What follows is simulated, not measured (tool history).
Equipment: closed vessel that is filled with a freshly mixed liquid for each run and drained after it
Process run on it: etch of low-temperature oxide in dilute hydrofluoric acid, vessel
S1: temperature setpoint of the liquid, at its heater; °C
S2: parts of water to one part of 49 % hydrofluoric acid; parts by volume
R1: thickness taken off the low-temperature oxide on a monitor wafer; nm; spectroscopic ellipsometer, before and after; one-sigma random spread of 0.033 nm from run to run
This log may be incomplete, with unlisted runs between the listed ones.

{"run": 1, "hour": 0.0, "S1": 24.0, "S2": 130, "time in the liquid (s)": 30, "R1": 6.4527}
{"run": 2, "hour": 7.5, "S1": 24.0, "S2": 130, "time in the liquid (s)": 30, "R1": 6.4914}
{"run": 3, "hour": 12.2, "S1": 24.0, "S2": 90, "time in the liquid (s)": 30, "R1": 9.7659}
{"run": 4, "hour": 17.6, "S1": 22.0, "S2": 90, "time in the liquid (s)": 30, "R1": 8.8674}
{"run": 5, "hour": 26.0, "S1": 21.0, "S2": 100, "time in the liquid (s)": 30, "R1": 7.7445}
{"run": 6, "hour": 27.5, "S1": 21.0, "S2": 130, "time in the liquid (s)": 30, "R1": 5.7161}
{"run": 7, "hour": 31.9, "S1": 20.5, "S2": 130, "time in the liquid (s)": 30, "R1": 5.6902}

Expected results for the next run?
{"run": 8, "hour": 37.3, "S1": 20.0, "S2": 130, "time in the liquid (s)": 30, "R1": "?"}

{"run 8": {"R1": 5.5621}}

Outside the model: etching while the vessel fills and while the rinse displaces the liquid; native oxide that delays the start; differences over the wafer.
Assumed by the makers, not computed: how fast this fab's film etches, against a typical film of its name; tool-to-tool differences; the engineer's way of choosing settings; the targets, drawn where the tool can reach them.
